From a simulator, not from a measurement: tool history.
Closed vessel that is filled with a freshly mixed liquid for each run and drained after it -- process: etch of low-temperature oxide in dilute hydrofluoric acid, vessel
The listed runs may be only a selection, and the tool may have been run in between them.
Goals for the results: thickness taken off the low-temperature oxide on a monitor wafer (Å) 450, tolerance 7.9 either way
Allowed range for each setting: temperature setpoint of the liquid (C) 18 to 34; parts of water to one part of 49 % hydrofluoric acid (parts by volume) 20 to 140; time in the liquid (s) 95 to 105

run,hour,temperature setpoint of the liquid (C),parts of water to one part of 49 % hydrofluoric acid (parts by volume),time in the liquid (s),thickness taken off the low-temperature oxide on a monitor wafer (Å)
1,0,26,75,95,390.62
2,1.2,26,95,95,299.28
3,6,28.5,95,95,333.18
4,8.4,28.5,105,95,295.12
5,10.9,28.5,125,95,243.58
6,15.2,28.5,125,105,264.93
7,17.6,30.5,115,105,315.98
8,22.6,31.5,105,105,367.07

5 candidate next runs follow, results not yet known. Just one meets every target within its allowed miss. Identify it.
A,27.6,34,95,105,?
B,27.6,30,75,105,?
C,27.6,30.5,90,105,?
D,27.6,32,125,95,?
E,27.6,31,90,105,?

move,thickness taken off the low-temperature oxide on a monitor wafer (Å)
A,448.41
B,504.31
C,419.01
D,274.3
E,426.96
A: meets every target
B: takes the biggest miss from the last run beyond its target
C: better than the last run, though not everything is in spec
D: moves away from the targets compared with the last run
E: better than the last run, though not everything is in spec
The move that meets every target is A.
